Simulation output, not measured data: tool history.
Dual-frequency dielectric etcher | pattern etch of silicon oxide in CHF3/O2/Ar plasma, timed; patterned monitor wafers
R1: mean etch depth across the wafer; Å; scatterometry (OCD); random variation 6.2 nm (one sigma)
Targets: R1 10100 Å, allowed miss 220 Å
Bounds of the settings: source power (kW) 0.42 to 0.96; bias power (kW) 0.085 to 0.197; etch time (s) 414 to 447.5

{"run": 1, "hour": 0.0, "source power (kW)": 0.69, "bias power (kW)": 0.141, "etch time (s)": 447.5, "R1": 8328.5}
{"run": 2, "hour": 3.3, "source power (kW)": 0.57, "bias power (kW)": 0.141, "etch time (s)": 447.5, "R1": 7473}
{"run": 3, "hour": 11.4, "source power (kW)": 0.66, "bias power (kW)": 0.144, "etch time (s)": 447.5, "R1": 8182.4}
{"run": 4, "hour": 19.9, "source power (kW)": 0.72, "bias power (kW)": 0.146, "etch time (s)": 447.5, "R1": 8611.1}
{"run": 5, "hour": 22.8, "source power (kW)": 0.78, "bias power (kW)": 0.146, "etch time (s)": 447.5, "R1": 8856.8}
{"run": 6, "hour": 30.7, "source power (kW)": 0.74, "bias power (kW)": 0.146, "etch time (s)": 447.5, "R1": 8676.9}
{"run": 7, "hour": 32.4, "source power (kW)": 0.79, "bias power (kW)": 0.148, "etch time (s)": 447.5, "R1": 9115.7}
{"run": 8, "hour": 36.7, "source power (kW)": 0.82, "bias power (kW)": 0.149, "etch time (s)": 447.5, "R1": 9097.3}
{"run": 9, "hour": 43.4, "source power (kW)": 0.85, "bias power (kW)": 0.153, "etch time (s)": 447.5, "R1": 9459.7}
{"run": 10, "hour": 49.6, "source power (kW)": 0.87, "bias power (kW)": 0.154, "etch time (s)": 447.5, "R1": 9449.6}
{"run": 11, "hour": 56.4, "source power (kW)": 0.89, "bias power (kW)": 0.157, "etch time (s)": 447.5, "R1": 9724.4}

Which of these 5 next moves meets every target?
{"run": "A", "hour": 63.2, "source power (kW)": 0.86, "bias power (kW)": 0.134, "etch time (s)": 447.5, "R1": "?"}
{"run": "B", "hour": 63.2, "source power (kW)": 0.86, "bias power (kW)": 0.163, "etch time (s)": 447.5, "R1": "?"}
{"run": "C", "hour": 63.2, "source power (kW)": 0.83, "bias power (kW)": 0.166, "etch time (s)": 432, "R1": "?"}
{"run": "D", "hour": 63.2, "source power (kW)": 0.93, "bias power (kW)": 0.193, "etch time (s)": 436, "R1": "?"}
{"run": "E", "hour": 63.2, "source power (kW)": 0.95, "bias power (kW)": 0.166, "etch time (s)": 428.5, "R1": "?"}

move=A R1=9304.2
move=B R1=9724.2
move=C R1=9269.5
move=D R1=10241
move=E R1=9800.8
A: further off than the last run
B: as far off as the last run
C: further off than the last run
D: meets every target
E: nearer than the last run, and not there yet
Answer: D

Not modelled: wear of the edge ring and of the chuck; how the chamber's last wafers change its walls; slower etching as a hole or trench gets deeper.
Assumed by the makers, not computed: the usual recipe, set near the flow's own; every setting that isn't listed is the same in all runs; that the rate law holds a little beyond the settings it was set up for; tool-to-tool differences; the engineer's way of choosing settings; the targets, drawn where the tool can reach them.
